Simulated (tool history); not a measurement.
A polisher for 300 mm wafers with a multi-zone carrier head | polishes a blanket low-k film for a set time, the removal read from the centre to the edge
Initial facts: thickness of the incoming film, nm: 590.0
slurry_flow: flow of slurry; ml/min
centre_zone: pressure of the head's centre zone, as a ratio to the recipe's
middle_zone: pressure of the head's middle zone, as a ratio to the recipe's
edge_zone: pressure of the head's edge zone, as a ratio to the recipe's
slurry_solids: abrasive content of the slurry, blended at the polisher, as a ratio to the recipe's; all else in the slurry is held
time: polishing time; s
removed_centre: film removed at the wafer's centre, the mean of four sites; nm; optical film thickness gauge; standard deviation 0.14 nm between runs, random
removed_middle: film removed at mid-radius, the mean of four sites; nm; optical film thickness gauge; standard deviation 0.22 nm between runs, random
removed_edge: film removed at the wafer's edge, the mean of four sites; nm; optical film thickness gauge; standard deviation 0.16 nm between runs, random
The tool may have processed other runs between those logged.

run,hour,slurry_flow,centre_zone,middle_zone,edge_zone,slurry_solids,time,removed_centre,removed_middle,removed_edge
1,0,150,1,1,1,1,54,15.558,15.54,15.279
2,5,150,1.07,1,1,1,54,16.51,15.377,15.544
3,7.8,150,1.07,1,1,1,63,19.266,17.965,17.961
4,10.9,145,1.06,0.99,1.02,1,63,19.175,17.671,18.053
5,15.6,145,1.05,0.99,1.04,1,63,18.912,17.846,18.303
6,17.7,145,1.05,0.99,1.04,1,52,15.414,14.479,14.836
7,18.3,150,1.05,0.98,1.06,1.05,52,16.05,14.832,15.575
8,25.2,150,1.05,0.98,1.06,1.05,52,16.206,15.132,15.646

What will run 9 give?
9,25.9,160,1.04,0.97,1.08,1.05,52,?,?,?

{"run 9": {"removed_centre": 16.339, "removed_middle": 15.085, "removed_edge": 15.902}}

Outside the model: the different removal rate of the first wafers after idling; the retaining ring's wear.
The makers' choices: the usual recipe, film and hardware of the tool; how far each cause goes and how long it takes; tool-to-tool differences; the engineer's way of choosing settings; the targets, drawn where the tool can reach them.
